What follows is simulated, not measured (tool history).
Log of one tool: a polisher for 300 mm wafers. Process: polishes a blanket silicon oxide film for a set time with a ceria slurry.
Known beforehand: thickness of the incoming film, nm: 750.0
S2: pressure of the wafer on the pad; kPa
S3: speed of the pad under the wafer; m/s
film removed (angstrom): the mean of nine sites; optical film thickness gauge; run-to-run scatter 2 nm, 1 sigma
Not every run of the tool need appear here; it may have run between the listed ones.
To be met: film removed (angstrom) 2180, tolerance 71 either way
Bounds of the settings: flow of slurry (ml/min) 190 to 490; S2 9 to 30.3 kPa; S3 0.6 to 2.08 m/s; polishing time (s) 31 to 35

{"run": 1, "hour": 0.0, "flow of slurry (ml/min)": 315, "S2": 19.3, "S3": 1.34, "polishing time (s)": 35, "film removed (angstrom)": 1502.9}
{"run": 2, "hour": 8.0, "flow of slurry (ml/min)": 315, "S2": 20.7, "S3": 1.34, "polishing time (s)": 35, "film removed (angstrom)": 1620.4}
{"run": 3, "hour": 13.1, "flow of slurry (ml/min)": 315, "S2": 22.1, "S3": 1.34, "polishing time (s)": 35, "film removed (angstrom)": 1694.1}
{"run": 4, "hour": 18.0, "flow of slurry (ml/min)": 315, "S2": 22.1, "S3": 1.04, "polishing time (s)": 35, "film removed (angstrom)": 1365.3}
{"run": 5, "hour": 24.8, "flow of slurry (ml/min)": 315, "S2": 17.9, "S3": 1.04, "polishing time (s)": 35, "film removed (angstrom)": 1124.7}
{"run": 6, "hour": 29.9, "flow of slurry (ml/min)": 315, "S2": 20.7, "S3": 1.06, "polishing time (s)": 35, "film removed (angstrom)": 1314.4}
{"run": 7, "hour": 32.1, "flow of slurry (ml/min)": 315, "S2": 22.8, "S3": 1.08, "polishing time (s)": 35, "film removed (angstrom)": 1452.5}
{"run": 8, "hour": 40.9, "flow of slurry (ml/min)": 315, "S2": 24.8, "S3": 1.1, "polishing time (s)": 35, "film removed (angstrom)": 1584.3}
{"run": 9, "hour": 44.3, "flow of slurry (ml/min)": 315, "S2": 26.2, "S3": 1.14, "polishing time (s)": 35, "film removed (angstrom)": 1767.4}
{"run": 10, "hour": 50.0, "flow of slurry (ml/min)": 315, "S2": 30.3, "S3": 1.16, "polishing time (s)": 35, "film removed (angstrom)": 2040.4}
{"run": 11, "hour": 58.4, "flow of slurry (ml/min)": 315, "S2": 30.3, "S3": 1.18, "polishing time (s)": 35, "film removed (angstrom)": 2063.7}
{"hour": 60.9, "done": "worn pad replaced by a new one"}
{"run": 12, "hour": 60.9, "flow of slurry (ml/min)": 315, "S2": 30.3, "S3": 1.2, "polishing time (s)": 35, "film removed (angstrom)": 2257.6}

Of the 5 settings listed for the next run, only one would bring every result within its allowed miss of target. Which one?
{"run": "A", "hour": 63.4, "flow of slurry (ml/min)": 325, "S2": 30.3, "S3": 1.22, "polishing time (s)": 35, "film removed (angstrom)": "?"}
{"run": "B", "hour": 63.4, "flow of slurry (ml/min)": 360, "S2": 26.9, "S3": 1.28, "polishing time (s)": 35, "film removed (angstrom)": "?"}
{"run": "C", "hour": 63.4, "flow of slurry (ml/min)": 360, "S2": 30.3, "S3": 1.24, "polishing time (s)": 35, "film removed (angstrom)": "?"}
{"run": "D", "hour": 63.4, "flow of slurry (ml/min)": 270, "S2": 30.3, "S3": 1.3, "polishing time (s)": 34, "film removed (angstrom)": "?"}
{"run": "E", "hour": 63.4, "flow of slurry (ml/min)": 315, "S2": 29.6, "S3": 1.26, "polishing time (s)": 35, "film removed (angstrom)": "?"}

move=A film_removed_(angstrom)=2264.6
move=B film_removed_(angstrom)=2120.3
move=C film_removed_(angstrom)=2316.9
move=D film_removed_(angstrom)=2296.8
move=E film_removed_(angstrom)=2275.7
A: further off than the last run
B: all results in spec
C: further off than the last run
D: further off than the last run
E: further off than the last run
Correct choice: B, which meets every target
